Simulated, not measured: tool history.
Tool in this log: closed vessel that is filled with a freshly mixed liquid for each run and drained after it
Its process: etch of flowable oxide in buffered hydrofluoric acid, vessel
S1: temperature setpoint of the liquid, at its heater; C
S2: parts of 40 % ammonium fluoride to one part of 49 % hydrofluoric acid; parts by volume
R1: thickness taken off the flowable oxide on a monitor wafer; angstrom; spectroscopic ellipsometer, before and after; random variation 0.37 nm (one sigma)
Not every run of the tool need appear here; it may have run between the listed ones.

{"run": 1, "hour": 0.0, "S1": 24.0, "S2": 16.5, "time in the liquid (s)": 30, "R1": 397.84}
{"run": 2, "hour": 6.0, "S1": 24.0, "S2": 16.5, "time in the liquid (s)": 30, "R1": 400.29}
{"run": 3, "hour": 12.5, "S1": 24.0, "S2": 16.5, "time in the liquid (s)": 30, "R1": 398.68}
{"run": 4, "hour": 20.1, "S1": 20.5, "S2": 16.5, "time in the liquid (s)": 30, "R1": 328.01}
{"run": 5, "hour": 27.3, "S1": 22.0, "S2": 16.5, "time in the liquid (s)": 30, "R1": 358.54}
{"run": 6, "hour": 28.1, "S1": 23.0, "S2": 16.5, "time in the liquid (s)": 30, "R1": 375.81}
{"run": 7, "hour": 32.6, "S1": 24.0, "S2": 16.5, "time in the liquid (s)": 30, "R1": 400.38}
{"run": 8, "hour": 36.6, "S1": 24.5, "S2": 16.5, "time in the liquid (s)": 30, "R1": 413.36}
{"run": 9, "hour": 42.3, "S1": 25.0, "S2": 16.5, "time in the liquid (s)": 30, "R1": 421.25}

Estimate the outcome of run 10 from the log above:
{"run": 10, "hour": 51.4, "S1": 27.5, "S2": 16.5, "time in the liquid (s)": 30, "R1": "?"}

R1: 481.20 angstrom
